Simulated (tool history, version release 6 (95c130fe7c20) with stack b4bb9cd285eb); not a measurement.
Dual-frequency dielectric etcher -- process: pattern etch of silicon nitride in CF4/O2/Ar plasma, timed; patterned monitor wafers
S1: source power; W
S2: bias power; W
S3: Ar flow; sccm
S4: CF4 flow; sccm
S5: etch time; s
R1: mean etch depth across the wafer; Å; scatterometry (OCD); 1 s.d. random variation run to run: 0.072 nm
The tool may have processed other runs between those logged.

run	day	S1	S2	S3	S4	S5	R1
1	0.000	570	52	74	136	12.0	284.97
2	0.083	540	52	74	136	12.0	269.88
3	0.333	540	52	81	136	12.0	267.77
4	0.425	540	52	76	136	12.0	268.25
5	0.575	520	52	76	136	12.0	258.03
6	0.608	500	52	76	136	12.0	246.90
7	0.792	490	52	76	136	12.0	240.15
8	1.125	410	52	76	136	12.0	197.96

Run 9 comes next. What will it give?
9	1.292	410	52	76	136	12.0	?

R1: 198.25 Å
